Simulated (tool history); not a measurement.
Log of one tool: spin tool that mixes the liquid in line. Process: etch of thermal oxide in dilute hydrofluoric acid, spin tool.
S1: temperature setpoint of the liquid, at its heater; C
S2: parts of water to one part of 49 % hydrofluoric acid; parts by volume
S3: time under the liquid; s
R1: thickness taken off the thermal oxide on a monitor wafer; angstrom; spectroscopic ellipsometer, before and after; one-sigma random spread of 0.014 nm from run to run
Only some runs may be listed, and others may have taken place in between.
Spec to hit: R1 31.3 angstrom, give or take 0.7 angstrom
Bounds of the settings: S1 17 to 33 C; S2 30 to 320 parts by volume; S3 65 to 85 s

run 1 hour=0 | S1=25 S2=175 S3=85 | R1=22.542
run 2 hour=3.6 | S1=27.5 S2=175 S3=85 | R1=24.596
run 3 hour=11.4 | S1=27.5 S2=205 S3=85 | R1=20.296
run 4 hour=18.4 | S1=27.5 S2=205 S3=85 | R1=20.507
run 5 hour=25 | S1=28.5 S2=195 S3=85 | R1=22.466
run 6 hour=26.4 | S1=29.5 S2=190 S3=85 | R1=23.943
run 7 hour=30.1 | S1=30 S2=185 S3=85 | R1=25.083
run 8 hour=32.4 | S1=30.5 S2=180 S3=85 | R1=26.417
run 9 hour=37.6 | S1=31 S2=175 S3=85 | R1=27.959
run 10 hour=44.1 | S1=31.5 S2=175 S3=85 | R1=28.539

Below are 4 possible settings for the next run. Only one of them brings all results inside the allowed miss of their targets. Which is it?
run A hour=50.6 | S1=25.5 S2=135 S3=85 | R1=?
run B hour=50.6 | S1=31 S2=165 S3=85 | R1=?
run C hour=50.6 | S1=29.5 S2=135 S3=65 | R1=?
run D hour=50.6 | S1=31.5 S2=190 S3=85 | R1=?

move=A R1=31.238
move=B R1=30.099
move=C R1=27.734
move=D R1=25.747
A: in spec on every target
B: closer than the last run, but not yet in spec
C: its largest miss is bigger than the last run's
D: its largest miss is bigger than the last run's
The move that meets every target is A.
